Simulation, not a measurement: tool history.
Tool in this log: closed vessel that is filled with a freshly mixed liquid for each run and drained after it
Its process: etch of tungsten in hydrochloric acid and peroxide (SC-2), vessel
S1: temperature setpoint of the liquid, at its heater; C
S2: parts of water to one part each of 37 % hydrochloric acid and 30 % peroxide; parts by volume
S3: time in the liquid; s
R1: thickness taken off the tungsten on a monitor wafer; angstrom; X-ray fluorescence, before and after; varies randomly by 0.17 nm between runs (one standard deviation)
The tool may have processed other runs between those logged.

run 1 hour=0.0 | S1=47.0 S2=8.0 S3=110 | R1=339.30
run 2 hour=6.2 | S1=47.0 S2=8.0 S3=115 | R1=356.39
run 3 hour=8.7 | S1=42.0 S2=8.0 S3=115 | R1=251.39
run 4 hour=16.8 | S1=42.0 S2=8.0 S3=115 | R1=250.93
run 5 hour=18.0 | S1=44.0 S2=8.0 S3=115 | R1=290.13
run 6 hour=23.0 | S1=45.5 S2=8.0 S3=115 | R1=319.72
run 7 hour=27.4 | S1=47.0 S2=8.0 S3=115 | R1=355.36
run 8 hour=32.6 | S1=48.0 S2=8.0 S3=115 | R1=380.41

Expected results for the next run?
run 9 hour=40.3 | S1=49.0 S2=8.0 S3=115 | R1=?

{"run 9": {"R1": 404.68}}

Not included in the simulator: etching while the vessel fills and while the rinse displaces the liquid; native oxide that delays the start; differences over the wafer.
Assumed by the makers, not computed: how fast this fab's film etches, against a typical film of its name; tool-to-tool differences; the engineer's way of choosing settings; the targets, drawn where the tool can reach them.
